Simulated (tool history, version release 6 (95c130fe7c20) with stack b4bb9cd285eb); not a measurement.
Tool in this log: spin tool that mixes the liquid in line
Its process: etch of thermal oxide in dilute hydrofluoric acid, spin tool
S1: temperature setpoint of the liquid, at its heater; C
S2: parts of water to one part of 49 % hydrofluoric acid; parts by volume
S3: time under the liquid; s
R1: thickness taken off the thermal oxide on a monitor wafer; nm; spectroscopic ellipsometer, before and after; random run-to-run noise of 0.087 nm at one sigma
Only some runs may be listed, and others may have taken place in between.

run	hour	S1	S2	S3	R1
1	0	24	235	305	5.596
2	5.3	24	235	325	5.9807
3	6.9	24	235	305	5.6281
4	11.8	24	180	305	7.7161
5	17.5	25.5	175	305	8.4081
6	21	23.5	175	305	7.8558
7	24.8	25.5	170	305	8.7029
8	31.3	27	165	305	9.5836
9	36.7	28	165	305	10.006
10	41.9	29	165	305	10.231

For run 11, what comes out?
11	48.8	29.5	165	305	?

Logged for run 11: R1 10.539 nm.
